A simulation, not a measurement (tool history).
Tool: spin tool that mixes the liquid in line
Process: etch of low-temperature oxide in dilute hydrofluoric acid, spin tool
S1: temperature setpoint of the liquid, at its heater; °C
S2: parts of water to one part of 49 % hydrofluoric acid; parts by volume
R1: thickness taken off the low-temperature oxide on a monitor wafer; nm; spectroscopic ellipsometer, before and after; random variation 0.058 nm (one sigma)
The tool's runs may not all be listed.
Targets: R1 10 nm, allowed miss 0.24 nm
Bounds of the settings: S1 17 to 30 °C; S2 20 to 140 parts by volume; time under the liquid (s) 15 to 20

{"run": 1, "day": 0.0, "S1": 22, "S2": 75, "time under the liquid (s)": 20, "R1": 4.2721}
{"run": 2, "day": 0.279, "S1": 23.5, "S2": 70, "time under the liquid (s)": 20, "R1": 4.9617}
{"run": 3, "day": 0.333, "S1": 24.5, "S2": 65, "time under the liquid (s)": 20, "R1": 5.5774}
{"run": 4, "day": 0.533, "S1": 25.5, "S2": 60, "time under the liquid (s)": 20, "R1": 6.3846}
{"run": 5, "day": 0.754, "S1": 25.5, "S2": 80, "time under the liquid (s)": 20, "R1": 4.6345}
{"run": 6, "day": 0.875, "S1": 25.5, "S2": 80, "time under the liquid (s)": 15, "R1": 3.4463}
{"run": 7, "day": 1.062, "S1": 26, "S2": 70, "time under the liquid (s)": 15, "R1": 4.0934}
{"run": 8, "day": 1.212, "S1": 26.5, "S2": 60, "time under the liquid (s)": 15, "R1": 4.9312}
{"run": 9, "day": 1.375, "S1": 27, "S2": 50, "time under the liquid (s)": 15, "R1": 6.1699}
{"run": 10, "day": 1.483, "S1": 30, "S2": 25, "time under the liquid (s)": 15, "R1": 14.407}
{"run": 11, "day": 1.675, "S1": 26, "S2": 25, "time under the liquid (s)": 15, "R1": 12.278}
{"run": 12, "day": 1.75, "S1": 22, "S2": 25, "time under the liquid (s)": 15, "R1": 10.284}

Which of these 5 next moves meets every target?
{"run": "A", "day": 1.825, "S1": 18.5, "S2": 20, "time under the liquid (s)": 15, "R1": "?"}
{"run": "B", "day": 1.825, "S1": 22.5, "S2": 25, "time under the liquid (s)": 15, "R1": "?"}
{"run": "C", "day": 1.825, "S1": 24.5, "S2": 40, "time under the liquid (s)": 20, "R1": "?"}
{"run": "D", "day": 1.825, "S1": 21.5, "S2": 25, "time under the liquid (s)": 15, "R1": "?"}
{"run": "E", "day": 1.825, "S1": 24, "S2": 35, "time under the liquid (s)": 20, "R1": "?"}

move=A R1=11.116
move=B R1=10.506
move=C R1=9.3325
move=D R1=10.067
move=E R1=10.517
A: further off than the last run
B: further off than the last run
C: takes the result that was furthest off past its target
D: meets every target
E: further off than the last run
The right move is D.

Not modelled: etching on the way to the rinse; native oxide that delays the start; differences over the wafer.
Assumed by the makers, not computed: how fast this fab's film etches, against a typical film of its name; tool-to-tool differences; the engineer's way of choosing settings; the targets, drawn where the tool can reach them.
